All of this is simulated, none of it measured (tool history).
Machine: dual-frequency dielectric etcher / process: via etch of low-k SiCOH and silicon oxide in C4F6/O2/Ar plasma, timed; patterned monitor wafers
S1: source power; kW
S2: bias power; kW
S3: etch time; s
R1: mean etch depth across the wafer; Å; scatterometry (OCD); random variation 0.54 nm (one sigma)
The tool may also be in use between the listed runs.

run	hour	S1	S2	S3	R1
1	0.0	0.460	0.133	33.0	892.08
2	4.1	0.460	0.133	33.0	884.07
3	6.8	0.410	0.133	33.0	869.41
4	7.7	0.410	0.133	33.0	864.44
5	13.6	0.430	0.136	33.0	876.65
6	19.7	0.430	0.136	30.5	817.51
7	23.6	0.450	0.140	31.0	859.30
8	31.7	0.550	0.148	31.0	918.49
9	37.6	0.550	0.148	31.0	908.97
10	46.5	0.560	0.151	31.0	923.72
11	51.6	0.570	0.154	31.0	952.00
12	53.1	0.580	0.156	31.0	952.66
13	56.3	0.580	0.158	31.0	959.36
14	57.9	0.580	0.160	31.0	961.22
15	60.6	0.580	0.162	31.0	962.30
16	62.3	0.590	0.164	31.0	972.31
17	63.6	0.590	0.166	31.0	974.75

Estimate the outcome of run 18 from the log above:
18	67.7	0.590	0.167	31.0	?

{"run 18": {"R1": 981.04}}
